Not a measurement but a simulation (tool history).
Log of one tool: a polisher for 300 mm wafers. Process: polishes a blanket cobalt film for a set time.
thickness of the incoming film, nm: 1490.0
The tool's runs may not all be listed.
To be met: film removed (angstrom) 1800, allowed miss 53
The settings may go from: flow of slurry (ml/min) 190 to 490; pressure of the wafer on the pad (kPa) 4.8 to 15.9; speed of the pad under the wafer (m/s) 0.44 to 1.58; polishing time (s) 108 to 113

run,hour,flow of slurry (ml/min),pressure of the wafer on the pad (kPa),speed of the pad under the wafer (m/s),polishing time (s),film removed (angstrom)
1,0,315,10.3,1,108,4187.3
2,2,315,10.3,0.86,108,3643.3
3,6.1,315,9.7,0.84,108,3314.1
4,10.2,315,9,0.82,108,3044.5
5,15.5,315,9,0.94,108,3426
6,22.9,315,9,0.94,108,3437.1
7,28.2,315,8.3,0.92,108,3102.4
8,33,315,7.6,0.9,108,2810
9,34.9,315,7.6,0.88,108,2765.9
10,37.1,315,7.6,0.86,108,2715.9
11,39.7,315,7.6,0.84,108,2657.9
12,40.6,315,7.6,0.82,108,2634.9
13,44.3,315,7.6,0.8,108,2577.8
14,51.5,315,6.2,0.76,108,2063.1

5 next moves are on the table. One of them brings every result within its allowed miss. Which?
A,58.7,330,5.5,0.78,111,?
B,58.7,280,6.2,0.72,108,?
C,58.7,325,5.5,0.82,108,?
D,58.7,230,5.5,0.72,109,?
E,58.7,285,6.2,0.62,113,?

move,film removed (angstrom)
A,1920.6
B,1923.5
C,1943.3
D,1699.3
E,1794
A: nearer than the last run, and not there yet
B: nearer than the last run, and not there yet
C: nearer than the last run, and not there yet
D: takes the result that was furthest off past its target
E: meets every target
Answer: E
